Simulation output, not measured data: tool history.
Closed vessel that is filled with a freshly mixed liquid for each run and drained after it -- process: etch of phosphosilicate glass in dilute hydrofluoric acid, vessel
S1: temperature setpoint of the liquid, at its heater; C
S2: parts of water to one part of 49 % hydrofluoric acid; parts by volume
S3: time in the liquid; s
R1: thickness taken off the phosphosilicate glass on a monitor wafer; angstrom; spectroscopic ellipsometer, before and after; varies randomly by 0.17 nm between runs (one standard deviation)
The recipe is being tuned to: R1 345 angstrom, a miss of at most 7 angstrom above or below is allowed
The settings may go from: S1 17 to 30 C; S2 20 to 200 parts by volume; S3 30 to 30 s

run 1 day=0 | S1=22 S2=110 S3=30 | R1=153.67
run 2 day=0.075 | S1=24.5 S2=95 S3=30 | R1=200.63
run 3 day=0.408 | S1=24.5 S2=110 S3=30 | R1=168.26
run 4 day=0.508 | S1=24.5 S2=125 S3=30 | R1=146.64
run 5 day=0.558 | S1=24.5 S2=125 S3=30 | R1=146.25
run 6 day=0.617 | S1=26 S2=105 S3=30 | R1=189.36
run 7 day=0.888 | S1=27 S2=90 S3=30 | R1=234.22
run 8 day=1.004 | S1=28 S2=80 S3=30 | R1=276.04
run 9 day=1.088 | S1=28.5 S2=75 S3=30 | R1=305.63
run 10 day=1.15 | S1=29 S2=75 S3=30 | R1=308.7
run 11 day=1.396 | S1=29.5 S2=75 S3=30 | R1=317.17

Exactly one of the 4 candidate moves below puts every result within its allowed miss. Which one?
run A day=1.642 | S1=30 S2=70 S3=30 | R1=?
run B day=1.642 | S1=30 S2=85 S3=30 | R1=?
run C day=1.642 | S1=30 S2=80 S3=30 | R1=?
run D day=1.642 | S1=29 S2=80 S3=30 | R1=?

move=A R1=347.82
move=B R1=280.2
move=C R1=299.89
move=D R1=288.61
A: meets every target
B: its largest miss is bigger than the last run's
C: its largest miss is bigger than the last run's
D: its largest miss is bigger than the last run's
The move that meets every target is A.
